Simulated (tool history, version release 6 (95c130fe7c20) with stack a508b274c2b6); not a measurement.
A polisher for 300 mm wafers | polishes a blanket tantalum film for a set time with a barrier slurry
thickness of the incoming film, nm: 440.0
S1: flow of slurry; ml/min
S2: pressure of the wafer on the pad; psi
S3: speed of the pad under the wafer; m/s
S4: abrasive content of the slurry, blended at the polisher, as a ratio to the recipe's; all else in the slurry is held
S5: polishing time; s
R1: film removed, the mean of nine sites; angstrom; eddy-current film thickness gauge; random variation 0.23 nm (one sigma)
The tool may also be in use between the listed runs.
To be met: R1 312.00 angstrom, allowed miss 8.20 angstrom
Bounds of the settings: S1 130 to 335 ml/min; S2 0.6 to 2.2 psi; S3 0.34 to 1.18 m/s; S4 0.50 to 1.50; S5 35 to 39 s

{"run": 1, "day": 0.0, "S1": 215, "S2": 1.4, "S3": 0.76, "S4": 1.0, "S5": 39, "R1": 412.89}
{"run": 2, "day": 0.342, "S1": 210, "S2": 1.3, "S3": 0.76, "S4": 1.0, "S5": 39, "R1": 398.38}
{"run": 3, "day": 0.467, "S1": 210, "S2": 1.3, "S3": 0.76, "S4": 1.0, "S5": 35, "R1": 354.32}
{"run": 4, "day": 0.567, "S1": 210, "S2": 1.3, "S3": 0.6, "S4": 1.0, "S5": 35, "R1": 282.1}
{"run": 5, "day": 0.854, "S1": 210, "S2": 1.3, "S3": 0.78, "S4": 1.0, "S5": 35, "R1": 362.91}
{"run": 6, "day": 1.029, "S1": 210, "S2": 1.3, "S3": 0.78, "S4": 1.0, "S5": 35, "R1": 358.66}
{"run": 7, "day": 1.229, "S1": 205, "S2": 1.2, "S3": 0.78, "S4": 1.0, "S5": 35, "R1": 343.88}
{"run": 8, "day": 1.521, "S1": 205, "S2": 1.1, "S3": 0.78, "S4": 1.0, "S5": 35, "R1": 326.32}
{"run": 9, "day": 1.742, "S1": 205, "S2": 1.1, "S3": 0.78, "S4": 1.0, "S5": 35, "R1": 328.29}
{"run": 10, "day": 2.088, "S1": 185, "S2": 1.0, "S3": 0.78, "S4": 1.0, "S5": 35, "R1": 304.11}

5 next moves are on the table. One of them brings every result within its allowed miss. Which?
{"run": "A", "day": 2.433, "S1": 195, "S2": 1.1, "S3": 0.76, "S4": 1.0, "S5": 35, "R1": "?"}
{"run": "B", "day": 2.433, "S1": 185, "S2": 0.9, "S3": 0.8, "S4": 1.05, "S5": 35, "R1": "?"}
{"run": "C", "day": 2.433, "S1": 190, "S2": 0.9, "S3": 0.74, "S4": 0.9, "S5": 39, "R1": "?"}
{"run": "D", "day": 2.433, "S1": 170, "S2": 1.0, "S3": 0.68, "S4": 0.95, "S5": 38, "R1": "?"}
{"run": "E", "day": 2.433, "S1": 225, "S2": 0.6, "S3": 0.86, "S4": 1.1, "S5": 38, "R1": "?"}

move=A R1=313.18
move=B R1=295.09
move=C R1=295.68
move=D R1=280.20
move=E R1=292.30
A: meets every target
B: further off than the last run
C: further off than the last run
D: further off than the last run
E: further off than the last run
The right move is A.
